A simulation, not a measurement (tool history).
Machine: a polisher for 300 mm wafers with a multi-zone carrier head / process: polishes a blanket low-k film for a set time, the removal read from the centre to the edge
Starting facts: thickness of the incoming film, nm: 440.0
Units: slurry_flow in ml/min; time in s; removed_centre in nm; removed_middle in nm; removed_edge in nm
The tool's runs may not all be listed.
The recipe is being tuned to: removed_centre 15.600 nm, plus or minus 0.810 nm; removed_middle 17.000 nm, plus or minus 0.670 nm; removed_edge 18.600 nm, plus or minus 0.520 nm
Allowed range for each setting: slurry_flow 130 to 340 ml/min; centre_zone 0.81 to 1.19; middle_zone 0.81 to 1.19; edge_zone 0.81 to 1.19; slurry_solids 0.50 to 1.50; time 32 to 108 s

run,hour,slurry_flow,centre_zone,middle_zone,edge_zone,slurry_solids,time,removed_centre,removed_middle,removed_edge
1,0.0,220,1.00,1.00,1.00,1.00,70,29.020,30.542,30.590
2,5.9,210,0.96,0.97,0.98,0.90,66,24.764,26.550,26.550
3,7.4,210,0.96,0.97,1.02,0.90,66,24.324,26.454,26.953
4,12.7,200,0.94,0.93,1.02,0.80,64,22.135,23.325,24.834
5,15.0,240,0.94,0.93,1.02,0.80,64,23.113,23.919,25.704
6,19.9,225,0.91,0.91,1.00,0.75,63,20.441,22.156,23.939
7,28.1,225,0.91,0.91,1.00,0.75,63,21.315,21.972,23.956
8,32.7,210,0.89,0.90,0.99,0.70,62,19.184,20.741,22.297
9,37.4,200,0.87,0.88,0.97,0.65,62,17.437,18.902,20.801
10,41.3,190,0.87,0.87,0.95,0.65,62,17.470,18.778,20.770
11,43.6,180,0.86,0.86,0.93,0.65,62,17.216,18.849,20.279
12,51.0,175,0.85,0.85,0.92,0.65,62,16.599,17.921,20.159
13,53.4,170,0.85,0.85,0.90,0.65,62,16.656,18.045,20.214

5 next moves are on the table. One of them brings every result within its allowed miss. Which?
A,55.8,195,0.90,0.87,0.82,0.90,51,?,?,?
B,55.8,275,0.81,0.90,0.82,0.80,54,?,?,?
C,55.8,140,0.85,0.81,0.95,0.70,66,?,?,?
D,55.8,230,0.83,0.85,0.89,0.60,58,?,?,?
E,55.8,140,0.81,0.88,0.93,0.60,69,?,?,?

move,removed_centre,removed_middle,removed_edge
A,17.824,18.175,19.063
B,16.984,19.607,19.746
C,17.817,18.274,22.020
D,15.631,16.859,18.517
E,16.357,18.802,20.951
A: brings the result that was furthest off to its target, and leaves another outside
B: lands further from the targets than the last run did
C: lands further from the targets than the last run did
D: each result inside its tolerance
E: lands further from the targets than the last run did
Move D is the one to make.

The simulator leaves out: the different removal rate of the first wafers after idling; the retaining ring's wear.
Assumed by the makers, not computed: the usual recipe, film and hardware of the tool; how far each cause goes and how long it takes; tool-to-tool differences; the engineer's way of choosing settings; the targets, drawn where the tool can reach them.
